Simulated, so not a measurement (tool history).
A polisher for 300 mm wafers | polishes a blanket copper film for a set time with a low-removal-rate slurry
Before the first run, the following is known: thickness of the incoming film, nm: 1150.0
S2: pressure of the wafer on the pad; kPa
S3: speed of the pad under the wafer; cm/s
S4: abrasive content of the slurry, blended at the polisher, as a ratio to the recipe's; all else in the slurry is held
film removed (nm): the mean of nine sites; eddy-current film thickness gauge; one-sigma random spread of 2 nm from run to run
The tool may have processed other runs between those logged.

run 1 hour=0.0 | flow_of_slurry_(ml/min)=265 S2=22.8 S3=110 S4=1.00 polishing_time_(s)=123 | film_removed_(nm)=342.20
run 2 hour=5.4 | flow_of_slurry_(ml/min)=265 S2=22.8 S3=88 S4=1.00 polishing_time_(s)=123 | film_removed_(nm)=289.39
run 3 hour=12.3 | flow_of_slurry_(ml/min)=265 S2=22.8 S3=88 S4=0.85 polishing_time_(s)=123 | film_removed_(nm)=273.35
run 4 hour=18.0 | flow_of_slurry_(ml/min)=265 S2=18.6 S3=88 S4=0.85 polishing_time_(s)=123 | film_removed_(nm)=228.99
-- hour=19.0 worn pad replaced by a new one
run 5 hour=19.0 | flow_of_slurry_(ml/min)=235 S2=18.6 S3=88 S4=0.85 polishing_time_(s)=123 | film_removed_(nm)=253.53
run 6 hour=26.2 | flow_of_slurry_(ml/min)=235 S2=18.6 S3=112 S4=0.85 polishing_time_(s)=123 | film_removed_(nm)=303.94
run 7 hour=28.4 | flow_of_slurry_(ml/min)=250 S2=18.6 S3=112 S4=0.85 polishing_time_(s)=123 | film_removed_(nm)=304.64
run 8 hour=30.5 | flow_of_slurry_(ml/min)=265 S2=18.6 S3=112 S4=0.85 polishing_time_(s)=123 | film_removed_(nm)=307.92

Expected results for the next run?
run 9 hour=39.2 | flow_of_slurry_(ml/min)=265 S2=17.9 S3=112 S4=0.85 polishing_time_(s)=123 | film_removed_(nm)=?

{"run 9": {"film removed (nm)": 301.78}}

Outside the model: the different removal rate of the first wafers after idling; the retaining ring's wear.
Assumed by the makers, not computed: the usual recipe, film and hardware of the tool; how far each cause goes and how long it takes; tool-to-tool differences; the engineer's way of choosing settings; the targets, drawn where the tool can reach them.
